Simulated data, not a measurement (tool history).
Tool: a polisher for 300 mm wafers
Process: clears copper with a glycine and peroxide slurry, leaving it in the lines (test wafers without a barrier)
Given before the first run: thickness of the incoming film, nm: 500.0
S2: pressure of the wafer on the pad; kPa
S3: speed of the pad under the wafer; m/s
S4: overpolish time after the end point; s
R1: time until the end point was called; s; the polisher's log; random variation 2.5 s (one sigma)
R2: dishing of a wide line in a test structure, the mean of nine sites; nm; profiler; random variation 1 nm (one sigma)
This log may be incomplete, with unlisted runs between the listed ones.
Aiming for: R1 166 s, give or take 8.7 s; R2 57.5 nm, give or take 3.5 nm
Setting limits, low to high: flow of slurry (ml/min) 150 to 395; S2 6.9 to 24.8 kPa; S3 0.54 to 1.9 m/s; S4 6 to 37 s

Run 1, hour 0: flow of slurry (ml/min) 250, S2 15.9 kPa, S3 1.22 m/s, S4 19 s. Result: R1 90.502 s, R2 62.142 nm.
Run 2, hour 6: flow of slurry (ml/min) 250, S2 13.8 kPa, S3 1.18 m/s, S4 21 s. Result: R1 105.63 s, R2 59.984 nm.
Run 3, hour 7.8: flow of slurry (ml/min) 250, S2 12.4 kPa, S3 1.16 m/s, S4 23 s. Result: R1 111.27 s, R2 59.069 nm.
Run 4, hour 15.3: flow of slurry (ml/min) 250, S2 11 kPa, S3 1.12 m/s, S4 25 s. Result: R1 126.64 s, R2 55.425 nm.
Run 5, hour 21.3: flow of slurry (ml/min) 250, S2 9 kPa, S3 1.12 m/s, S4 25 s. Result: R1 145.98 s, R2 49.229 nm.
At hour 27.5: head pressure recalibrated.
Run 6, hour 27.5: flow of slurry (ml/min) 250, S2 8.3 kPa, S3 1.1 m/s, S4 27 s. Result: R1 147.19 s, R2 51.956 nm.
Run 7, hour 32.6: flow of slurry (ml/min) 250, S2 8.3 kPa, S3 1.1 m/s, S4 27 s. Result: R1 146.14 s, R2 52.366 nm.
Run 8, hour 34.9: flow of slurry (ml/min) 250, S2 8.3 kPa, S3 1.08 m/s, S4 28 s. Result: R1 147.3 s, R2 52.471 nm.
Run 9, hour 38.9: flow of slurry (ml/min) 250, S2 8.3 kPa, S3 1.06 m/s, S4 29 s. Result: R1 150.7 s, R2 54.454 nm.
Run 10, hour 42.4: flow of slurry (ml/min) 250, S2 8.3 kPa, S3 1.04 m/s, S4 30 s. Result: R1 155.68 s, R2 55.289 nm.
Run 11, hour 50.7: flow of slurry (ml/min) 250, S2 8.3 kPa, S3 1.04 m/s, S4 31 s. Result: R1 157.63 s, R2 54.282 nm.
Run 12, hour 56.8: flow of slurry (ml/min) 250, S2 8.3 kPa, S3 1.04 m/s, S4 32 s. Result: R1 152.54 s, R2 59.106 nm.

Of the 5 settings listed for the next run, only one would bring every result within its allowed miss of target. Which one?
Run A, hour 62.9: flow of slurry (ml/min) 195, S2 10.3 kPa, S3 1.1 m/s, S4 30 s. Result: R1 ?, R2 ?.
Run B, hour 62.9: flow of slurry (ml/min) 215, S2 10.3 kPa, S3 1.04 m/s, S4 27 s. Result: R1 ?, R2 ?.
Run C, hour 62.9: flow of slurry (ml/min) 245, S2 9.7 kPa, S3 1.08 m/s, S4 32 s. Result: R1 ?, R2 ?.
Run D, hour 62.9: flow of slurry (ml/min) 260, S2 9.7 kPa, S3 0.72 m/s, S4 33 s. Result: R1 ?, R2 ?.
Run E, hour 62.9: flow of slurry (ml/min) 180, S2 9.7 kPa, S3 1.1 m/s, S4 33 s. Result: R1 ?, R2 ?.

move      R1      R2
   A  132.29  62.341
   B  135.47  57.083
   C  137.38  63.095
   D  171.13  56.411
   E  140.44    63.4
A: the biggest miss grows against the last run
B: the biggest miss grows against the last run
C: the biggest miss grows against the last run
D: every result lands within tolerance
E: the biggest miss grows against the last run
Answer: D

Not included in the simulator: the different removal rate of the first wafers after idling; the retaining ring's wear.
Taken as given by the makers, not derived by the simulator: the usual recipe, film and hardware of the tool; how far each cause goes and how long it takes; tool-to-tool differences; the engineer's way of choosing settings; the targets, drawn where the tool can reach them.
